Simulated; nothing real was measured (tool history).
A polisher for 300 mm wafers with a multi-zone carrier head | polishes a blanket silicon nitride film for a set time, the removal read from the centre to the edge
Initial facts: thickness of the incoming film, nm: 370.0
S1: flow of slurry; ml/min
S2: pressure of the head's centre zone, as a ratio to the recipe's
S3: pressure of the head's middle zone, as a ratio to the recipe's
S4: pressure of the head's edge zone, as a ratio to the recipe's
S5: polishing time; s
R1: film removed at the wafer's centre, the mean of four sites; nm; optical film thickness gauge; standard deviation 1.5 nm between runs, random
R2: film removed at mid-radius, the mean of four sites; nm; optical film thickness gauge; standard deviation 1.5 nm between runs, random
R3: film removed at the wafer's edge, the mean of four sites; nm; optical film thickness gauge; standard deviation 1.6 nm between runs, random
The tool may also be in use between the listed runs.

{"run": 1, "hour": 0.0, "S1": 205, "S2": 1.0, "S3": 1.0, "S4": 1.0, "S5": 52, "R1": 109.46, "R2": 107.09, "R3": 105.45}
{"run": 2, "hour": 3.4, "S1": 205, "S2": 1.0, "S3": 1.0, "S4": 1.0, "S5": 47, "R1": 99.611, "R2": 97.863, "R3": 94.107}
{"run": 3, "hour": 6.9, "S1": 210, "S2": 0.99, "S3": 1.03, "S4": 1.01, "S5": 48, "R1": 99.627, "R2": 103.53, "R3": 98.019}
{"run": 4, "hour": 15.8, "S1": 210, "S2": 0.99, "S3": 1.03, "S4": 1.01, "S5": 55, "R1": 112.63, "R2": 117.2, "R3": 112.26}
{"run": 5, "hour": 21.0, "S1": 210, "S2": 1.06, "S3": 1.03, "S4": 1.01, "S5": 55, "R1": 120.14, "R2": 116.89, "R3": 112.54}
{"run": 6, "hour": 27.2, "S1": 210, "S2": 1.05, "S3": 1.05, "S4": 1.01, "S5": 55, "R1": 122.83, "R2": 118.75, "R3": 114.42}
{"run": 7, "hour": 28.8, "S1": 215, "S2": 1.03, "S3": 1.07, "S4": 1.0, "S5": 55, "R1": 120.25, "R2": 121.87, "R3": 111.03}
{"run": 8, "hour": 35.6, "S1": 215, "S2": 1.01, "S3": 1.08, "S4": 1.01, "S5": 55, "R1": 120.12, "R2": 122.79, "R3": 114.97}

What will run 9 give?
{"run": 9, "hour": 37.3, "S1": 215, "S2": 0.98, "S3": 1.09, "S4": 1.0, "S5": 55, "R1": "?", "R2": "?", "R3": "?"}

R1: 112.460 nm
R2: 121.860 nm
R3: 113.840 nm
